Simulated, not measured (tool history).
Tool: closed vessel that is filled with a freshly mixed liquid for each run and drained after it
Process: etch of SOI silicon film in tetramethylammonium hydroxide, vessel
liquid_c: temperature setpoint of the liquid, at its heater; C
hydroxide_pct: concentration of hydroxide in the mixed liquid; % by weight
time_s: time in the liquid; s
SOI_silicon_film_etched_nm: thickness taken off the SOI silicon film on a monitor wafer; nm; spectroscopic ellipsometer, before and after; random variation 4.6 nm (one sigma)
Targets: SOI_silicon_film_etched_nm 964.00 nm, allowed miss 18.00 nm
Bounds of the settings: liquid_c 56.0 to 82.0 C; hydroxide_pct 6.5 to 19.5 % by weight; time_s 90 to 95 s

| run | hour | liquid_c | hydroxide_pct | time_s | SOI_silicon_film_etched_nm |
|---|---|---|---|---|---|
| 1 | 0.0 | 69.0 | 13.0 | 90 | 543.30 |
| 2 | 6.8 | 69.0 | 13.0 | 90 | 544.86 |
| 3 | 13.2 | 70.5 | 13.0 | 90 | 594.16 |
| 4 | 20.0 | 70.5 | 13.0 | 95 | 624.30 |
| 5 | 27.2 | 70.5 | 13.0 | 95 | 627.59 |
| 6 | 35.2 | 72.0 | 13.0 | 95 | 684.34 |
| 7 | 38.9 | 73.0 | 13.0 | 95 | 725.43 |
| 8 | 45.4 | 74.0 | 13.0 | 95 | 768.24 |
| 9 | 53.9 | 74.5 | 13.0 | 95 | 793.62 |
| 10 | 59.4 | 75.0 | 13.0 | 95 | 807.22 |
| 11 | 64.5 | 75.0 | 13.0 | 95 | 817.60 |
| 12 | 70.8 | 75.5 | 13.0 | 95 | 829.35 |
| 13 | 74.4 | 76.0 | 13.0 | 95 | 865.66 |
| 14 | 83.0 | 76.0 | 13.0 | 95 | 861.31 |
| 15 | 90.9 | 76.5 | 13.0 | 95 | 886.22 |
| 16 | 99.3 | 77.5 | 13.0 | 95 | 936.03 |
|  | 103.6 | hydroxide flow meter replaced |
| 17 | 103.6 | 78.0 | 13.0 | 95 | 1008.80 |

5 next moves are on the table. One of them brings every result within its allowed miss. Which?
| A | 107.9 | 78.5 | 12.5 | 95 | ? |
| B | 107.9 | 78.5 | 13.5 | 90 | ? |
| C | 107.9 | 79.5 | 11.0 | 90 | ? |
| D | 107.9 | 79.0 | 13.0 | 90 | ? |
| E | 107.9 | 77.5 | 12.0 | 95 | ? |

| move | SOI_silicon_film_etched_nm |
|---|---|
| A | 1055.40 |
| B | 965.44 |
| C | 1111.80 |
| D | 1010.50 |
| E | 1015.00 |
A: further off than the last run
B: meets every target
C: further off than the last run
D: as far off as the last run
E: further off than the last run
The right move is B.
